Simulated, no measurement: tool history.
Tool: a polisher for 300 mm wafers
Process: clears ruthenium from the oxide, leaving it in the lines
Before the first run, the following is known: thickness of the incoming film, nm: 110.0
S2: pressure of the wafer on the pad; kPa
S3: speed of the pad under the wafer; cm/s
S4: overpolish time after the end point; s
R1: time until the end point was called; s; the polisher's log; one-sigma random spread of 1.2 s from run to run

{"run": 1, "day": 0.0, "flow of slurry (ml/min)": 200, "S2": 13.1, "S3": 84, "S4": 40, "R1": 122.62}
{"run": 2, "day": 0.046, "flow of slurry (ml/min)": 200, "S2": 10.3, "S3": 84, "S4": 40, "R1": 151.16}
{"run": 3, "day": 0.329, "flow of slurry (ml/min)": 200, "S2": 11.7, "S3": 84, "S4": 40, "R1": 138.74}
{"run": 4, "day": 0.475, "flow of slurry (ml/min)": 200, "S2": 12.4, "S3": 84, "S4": 40, "R1": 129.1}
{"run": 5, "day": 0.75, "flow of slurry (ml/min)": 200, "S2": 13.1, "S3": 84, "S4": 40, "R1": 123.52}
{"run": 6, "day": 1.067, "flow of slurry (ml/min)": 200, "S2": 13.8, "S3": 84, "S4": 40, "R1": 117.67}
{"run": 7, "day": 1.217, "flow of slurry (ml/min)": 200, "S2": 14.5, "S3": 84, "S4": 40, "R1": 112.62}

Forecast run 8:
{"run": 8, "day": 1.392, "flow of slurry (ml/min)": 200, "S2": 15.2, "S3": 84, "S4": 40, "R1": "?"}

Logged for run 8: R1 104.22 s.
